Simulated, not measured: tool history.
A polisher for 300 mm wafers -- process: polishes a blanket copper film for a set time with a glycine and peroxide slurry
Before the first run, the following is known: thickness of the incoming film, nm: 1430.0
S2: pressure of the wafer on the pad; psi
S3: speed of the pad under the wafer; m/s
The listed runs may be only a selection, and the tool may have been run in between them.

run 1 hour=0.0 | flow_of_slurry_(ml/min)=215 S2=3.0 S3=1.02 polishing_time_(s)=117 | film_removed_(Å)=8481.3
run 2 hour=1.4 | flow_of_slurry_(ml/min)=165 S2=3.0 S3=1.02 polishing_time_(s)=117 | film_removed_(Å)=7819.1
run 3 hour=2.4 | flow_of_slurry_(ml/min)=185 S2=3.2 S3=1.02 polishing_time_(s)=117 | film_removed_(Å)=8618.2
run 4 hour=8.2 | flow_of_slurry_(ml/min)=205 S2=3.3 S3=1.02 polishing_time_(s)=117 | film_removed_(Å)=8931.2
run 5 hour=16.0 | flow_of_slurry_(ml/min)=205 S2=3.3 S3=1.02 polishing_time_(s)=117 | film_removed_(Å)=8855.7
run 6 hour=23.6 | flow_of_slurry_(ml/min)=215 S2=3.5 S3=1.02 polishing_time_(s)=117 | film_removed_(Å)=9332.9
run 7 hour=27.4 | flow_of_slurry_(ml/min)=225 S2=3.6 S3=1.02 polishing_time_(s)=117 | film_removed_(Å)=9821.2

Run 8 comes next. What will it give?
run 8 hour=34.6 | flow_of_slurry_(ml/min)=235 S2=3.7 S3=1.02 polishing_time_(s)=117 | film_removed_(Å)=?

film removed (Å): 9864.7
